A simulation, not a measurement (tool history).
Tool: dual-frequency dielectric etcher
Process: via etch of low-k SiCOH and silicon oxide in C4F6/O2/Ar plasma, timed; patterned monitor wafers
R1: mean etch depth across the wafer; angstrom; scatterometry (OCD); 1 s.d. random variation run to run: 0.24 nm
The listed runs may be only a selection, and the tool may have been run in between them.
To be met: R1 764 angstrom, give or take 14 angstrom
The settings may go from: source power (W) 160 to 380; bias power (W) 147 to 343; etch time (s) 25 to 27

{"run": 1, "hour": 0.0, "source power (W)": 270, "bias power (W)": 245, "etch time (s)": 27, "R1": 646.61}
{"run": 2, "hour": 2.6, "source power (W)": 270, "bias power (W)": 245, "etch time (s)": 27, "R1": 648.14}
{"run": 3, "hour": 8.7, "source power (W)": 300, "bias power (W)": 245, "etch time (s)": 27, "R1": 669.78}
{"run": 4, "hour": 14.9, "source power (W)": 300, "bias power (W)": 245, "etch time (s)": 27, "R1": 671.75}
{"run": 5, "hour": 18.1, "source power (W)": 250, "bias power (W)": 245, "etch time (s)": 27, "R1": 630}
{"run": 6, "hour": 23.0, "source power (W)": 250, "bias power (W)": 270, "etch time (s)": 27, "R1": 656.37}
{"run": 7, "hour": 29.5, "source power (W)": 250, "bias power (W)": 270, "etch time (s)": 27, "R1": 663.93}
{"run": 8, "hour": 37.5, "source power (W)": 270, "bias power (W)": 272, "etch time (s)": 27, "R1": 684.03}
{"run": 9, "hour": 43.8, "source power (W)": 330, "bias power (W)": 285, "etch time (s)": 27, "R1": 749.28}

Exercise: of the 5 proposed moves below, exactly one satisfies all targets within the stated allowed misses. Which move is it?
{"run": "A", "hour": 50.1, "source power (W)": 340, "bias power (W)": 286, "etch time (s)": 27, "R1": "?"}
{"run": "B", "hour": 50.1, "source power (W)": 340, "bias power (W)": 310, "etch time (s)": 27, "R1": "?"}
{"run": "C", "hour": 50.1, "source power (W)": 320, "bias power (W)": 277, "etch time (s)": 27, "R1": "?"}
{"run": "D", "hour": 50.1, "source power (W)": 310, "bias power (W)": 316, "etch time (s)": 25.5, "R1": "?"}
{"run": "E", "hour": 50.1, "source power (W)": 290, "bias power (W)": 320, "etch time (s)": 26, "R1": "?"}

move=A R1=759.09
move=B R1=790.59
move=C R1=730.99
move=D R1=729.92
move=E R1=731.81
A: all results in spec
B: carries the result that was furthest off beyond its target, to the other side
C: further off than the last run
D: further off than the last run
E: further off than the last run
The right move is A.

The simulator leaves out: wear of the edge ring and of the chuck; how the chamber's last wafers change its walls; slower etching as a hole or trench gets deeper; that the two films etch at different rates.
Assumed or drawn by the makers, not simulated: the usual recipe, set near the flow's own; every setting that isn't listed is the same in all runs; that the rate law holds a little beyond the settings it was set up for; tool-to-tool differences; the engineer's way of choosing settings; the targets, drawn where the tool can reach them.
